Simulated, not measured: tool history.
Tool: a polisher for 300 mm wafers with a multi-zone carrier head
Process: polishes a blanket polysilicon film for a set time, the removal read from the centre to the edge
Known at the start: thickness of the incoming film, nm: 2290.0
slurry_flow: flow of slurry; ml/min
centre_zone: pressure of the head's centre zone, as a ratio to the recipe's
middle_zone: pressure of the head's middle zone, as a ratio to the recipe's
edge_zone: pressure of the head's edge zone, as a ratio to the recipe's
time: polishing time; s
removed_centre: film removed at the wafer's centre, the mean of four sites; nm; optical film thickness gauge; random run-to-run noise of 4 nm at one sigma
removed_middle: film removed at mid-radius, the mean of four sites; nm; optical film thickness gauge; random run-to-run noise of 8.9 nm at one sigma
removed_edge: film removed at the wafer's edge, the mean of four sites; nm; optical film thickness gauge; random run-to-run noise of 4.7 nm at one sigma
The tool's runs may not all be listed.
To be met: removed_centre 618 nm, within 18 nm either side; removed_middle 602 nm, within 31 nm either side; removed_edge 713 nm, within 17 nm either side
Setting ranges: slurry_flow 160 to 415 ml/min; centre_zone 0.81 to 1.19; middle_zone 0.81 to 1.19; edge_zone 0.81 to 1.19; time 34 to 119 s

run 1 day=0 | slurry_flow=265 centre_zone=1 middle_zone=1 edge_zone=1 time=76 | removed_centre=725.93 removed_middle=732.47 removed_edge=760.03
run 2 day=0.092 | slurry_flow=295 centre_zone=1 middle_zone=1 edge_zone=1 time=76 | removed_centre=736.23 removed_middle=738.92 removed_edge=762.16
run 3 day=0.392 | slurry_flow=285 centre_zone=0.98 middle_zone=0.97 edge_zone=0.99 time=75 | removed_centre=705.54 removed_middle=686.31 removed_edge=752.61
run 4 day=0.746 | slurry_flow=285 centre_zone=0.98 middle_zone=0.97 edge_zone=1.03 time=75 | removed_centre=705.41 removed_middle=705.09 removed_edge=768.08
run 5 day=0.95 | slurry_flow=285 centre_zone=0.98 middle_zone=0.97 edge_zone=1.03 time=67 | removed_centre=628.27 removed_middle=625.62 removed_edge=696.33
run 6 day=1.117 | slurry_flow=285 centre_zone=1.06 middle_zone=0.97 edge_zone=1.03 time=67 | removed_centre=678.13 removed_middle=641.39 removed_edge=679.9
-- day=1.371 edge zone pressure recalibrated
run 7 day=1.371 | slurry_flow=280 centre_zone=1.04 middle_zone=0.96 edge_zone=1.04 time=67 | removed_centre=656.9 removed_middle=628.29 removed_edge=666.11
run 8 day=1.688 | slurry_flow=285 centre_zone=1.02 middle_zone=0.95 edge_zone=1.05 time=67 | removed_centre=654.1 removed_middle=646.51 removed_edge=659.28
run 9 day=1.871 | slurry_flow=285 centre_zone=1 middle_zone=0.96 edge_zone=1.02 time=67 | removed_centre=643.71 removed_middle=623.68 removed_edge=661.61

4 next moves are on the table. One of them brings every result within its allowed miss. Which?
run A day=2.054 | slurry_flow=295 centre_zone=0.94 middle_zone=1.05 edge_zone=1.11 time=70 | removed_centre=? removed_middle=? removed_edge=?
run B day=2.054 | slurry_flow=180 centre_zone=0.96 middle_zone=0.9 edge_zone=1.13 time=72 | removed_centre=? removed_middle=? removed_edge=?
run C day=2.054 | slurry_flow=295 centre_zone=1 middle_zone=1.02 edge_zone=1.02 time=64 | removed_centre=? removed_middle=? removed_edge=?
run D day=2.054 | slurry_flow=285 centre_zone=0.96 middle_zone=0.88 edge_zone=1.02 time=76 | removed_centre=? removed_middle=? removed_edge=?

move=A removed_centre=627.79 removed_middle=718.35 removed_edge=719.21
move=B removed_centre=606.98 removed_middle=604.11 removed_edge=708.91
move=C removed_centre=607.34 removed_middle=640.72 removed_edge=630.71
move=D removed_centre=691.14 removed_middle=670.03 removed_edge=748.22
A: meets the target for the result that was furthest off, but another lies outside its allowed miss
B: all results land within tolerance of their targets
C: moves away from the targets compared with the last run
D: takes the result that was furthest off past its target
B meets every target.
